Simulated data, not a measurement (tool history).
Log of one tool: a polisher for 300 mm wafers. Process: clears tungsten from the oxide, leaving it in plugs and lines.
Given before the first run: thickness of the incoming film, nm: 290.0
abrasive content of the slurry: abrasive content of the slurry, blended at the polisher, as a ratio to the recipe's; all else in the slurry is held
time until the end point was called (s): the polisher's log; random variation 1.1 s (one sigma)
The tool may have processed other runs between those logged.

| run | hour | flow of slurry (ml/min) | pressure of the wafer on the pad (kPa) | speed of the pad under the wafer (m/s) | abrasive content of the slurry | overpolish time after the end point (s) | time until the end point was called (s) |
|---|---|---|---|---|---|---|---|
| 1 | 0.0 | 240 | 15.9 | 0.86 | 1.0 | 6 | 129.84 |
| 2 | 5.4 | 265 | 15.9 | 0.86 | 1.0 | 6 | 127.37 |
| 3 | 7.5 | 265 | 13.8 | 0.86 | 1.0 | 6 | 139.07 |
| 4 | 13.4 | 220 | 13.8 | 0.86 | 1.0 | 6 | 146.90 |
| 5 | 15.2 | 245 | 13.8 | 0.86 | 1.0 | 6 | 142.08 |
| 6 | 22.8 | 270 | 13.8 | 0.86 | 1.0 | 6 | 138.79 |

Predict the results of run 7:
| 7 | 31.7 | 280 | 15.9 | 0.88 | 1.0 | 6 | ? |

time until the end point was called (s): 124.33

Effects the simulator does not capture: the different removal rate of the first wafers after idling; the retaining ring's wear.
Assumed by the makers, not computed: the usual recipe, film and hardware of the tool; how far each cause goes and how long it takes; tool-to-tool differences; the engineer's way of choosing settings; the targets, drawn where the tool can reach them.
